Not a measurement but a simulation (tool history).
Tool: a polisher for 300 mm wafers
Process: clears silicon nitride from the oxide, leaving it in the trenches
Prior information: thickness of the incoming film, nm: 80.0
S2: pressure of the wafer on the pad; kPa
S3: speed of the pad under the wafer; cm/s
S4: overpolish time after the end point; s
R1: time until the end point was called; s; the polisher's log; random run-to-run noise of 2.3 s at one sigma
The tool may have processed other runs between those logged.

Run 1, hour 0: flow of slurry (ml/min) 245, S2 22.8 kPa, S3 84 cm/s, S4 44 s. Result: R1 77.634 s.
Run 2, hour 7.9: flow of slurry (ml/min) 245, S2 22.1 kPa, S3 84 cm/s, S4 44 s. Result: R1 77.826 s.
Run 3, hour 14.3: flow of slurry (ml/min) 245, S2 22.1 kPa, S3 84 cm/s, S4 44 s. Result: R1 76.975 s.
Run 4, hour 19.5: flow of slurry (ml/min) 245, S2 20.7 kPa, S3 84 cm/s, S4 44 s. Result: R1 83.042 s.
Run 5, hour 28.4: flow of slurry (ml/min) 245, S2 20 kPa, S3 84 cm/s, S4 44 s. Result: R1 82.255 s.
Run 6, hour 29.5: flow of slurry (ml/min) 245, S2 20 kPa, S3 72 cm/s, S4 44 s. Result: R1 92.598 s.
Run 7, hour 33.8: flow of slurry (ml/min) 245, S2 19.3 kPa, S3 72 cm/s, S4 44 s. Result: R1 93.234 s.
Run 8, hour 38.6: flow of slurry (ml/min) 245, S2 18.6 kPa, S3 72 cm/s, S4 44 s. Result: R1 97.959 s.
Run 9, hour 41.1: flow of slurry (ml/min) 245, S2 17.9 kPa, S3 72 cm/s, S4 44 s. Result: R1 94.205 s.

Forecast run 10:
Run 10, hour 47: flow of slurry (ml/min) 245, S2 17.2 kPa, S3 70 cm/s, S4 44 s. Result: R1 ?.

R1: 103.29 s
